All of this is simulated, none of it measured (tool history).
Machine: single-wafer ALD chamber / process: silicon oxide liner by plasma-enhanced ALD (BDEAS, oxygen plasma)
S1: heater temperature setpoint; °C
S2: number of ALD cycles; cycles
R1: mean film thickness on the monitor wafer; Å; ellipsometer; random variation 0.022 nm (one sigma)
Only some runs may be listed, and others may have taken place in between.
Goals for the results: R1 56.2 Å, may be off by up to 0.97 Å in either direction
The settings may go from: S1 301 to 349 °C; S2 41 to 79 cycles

{"run": 1, "hour": 0.0, "S1": 325, "S2": 60, "R1": 47.591}
{"run": 2, "hour": 6.8, "S1": 325, "S2": 63, "R1": 49.659}
{"run": 3, "hour": 11.2, "S1": 325, "S2": 60, "R1": 47.558}
{"run": 4, "hour": 15.9, "S1": 325, "S2": 62, "R1": 49.247}
{"run": 5, "hour": 20.4, "S1": 325, "S2": 56, "R1": 44.37}
{"run": 6, "hour": 22.4, "S1": 325, "S2": 58, "R1": 45.599}
{"run": 7, "hour": 30.4, "S1": 325, "S2": 60, "R1": 47.065}
{"run": 8, "hour": 32.7, "S1": 325, "S2": 62, "R1": 49.075}
{"run": 9, "hour": 40.9, "S1": 325, "S2": 63, "R1": 49.885}

Below are 5 possible settings for the next run. Only one of them brings all results inside the allowed miss of their targets. Which is it?
{"run": "A", "hour": 49.1, "S1": 320, "S2": 67, "R1": "?"}
{"run": "B", "hour": 49.1, "S1": 320, "S2": 73, "R1": "?"}
{"run": "C", "hour": 49.1, "S1": 335, "S2": 76, "R1": "?"}
{"run": "D", "hour": 49.1, "S1": 331, "S2": 74, "R1": "?"}
{"run": "E", "hour": 49.1, "S1": 322, "S2": 71, "R1": "?"}

move=A R1=53.35
move=B R1=58.127
move=C R1=59.367
move=D R1=58.103
move=E R1=56.392
A: moves toward the targets from the last run without getting all of them in spec
B: takes the biggest miss from the last run beyond its target
C: takes the biggest miss from the last run beyond its target
D: takes the biggest miss from the last run beyond its target
E: every result lands within tolerance
E is the move that brings every result within its allowed miss.
